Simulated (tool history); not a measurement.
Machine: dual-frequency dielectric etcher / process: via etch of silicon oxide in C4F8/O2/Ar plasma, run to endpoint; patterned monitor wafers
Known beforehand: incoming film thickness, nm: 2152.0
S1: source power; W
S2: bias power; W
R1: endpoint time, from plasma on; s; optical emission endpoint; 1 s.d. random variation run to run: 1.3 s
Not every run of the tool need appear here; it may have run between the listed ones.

run    day    S1    S2      R1
  1  0.000  2220  1735  430.12
  2  0.183  2220  1467  450.36
  3  0.442  2420  1467  435.47
  4  0.758  2420  1727  415.72
     0.900  -- wet clean of the chamber
  5  0.900  2610  1727  390.83
  6  1.229  2390  1727  405.92
  7  1.325  2460  1730  401.39
  8  1.367  2510  1732  400.46
  9  1.717  2570  1735  393.51
 10  1.958  2610  1737  391.35
 11  1.988  2650  1739  384.36

What will run 12 give?
 12  2.196  2670  1740   ?

{"run 12": {"R1": 385.21}}

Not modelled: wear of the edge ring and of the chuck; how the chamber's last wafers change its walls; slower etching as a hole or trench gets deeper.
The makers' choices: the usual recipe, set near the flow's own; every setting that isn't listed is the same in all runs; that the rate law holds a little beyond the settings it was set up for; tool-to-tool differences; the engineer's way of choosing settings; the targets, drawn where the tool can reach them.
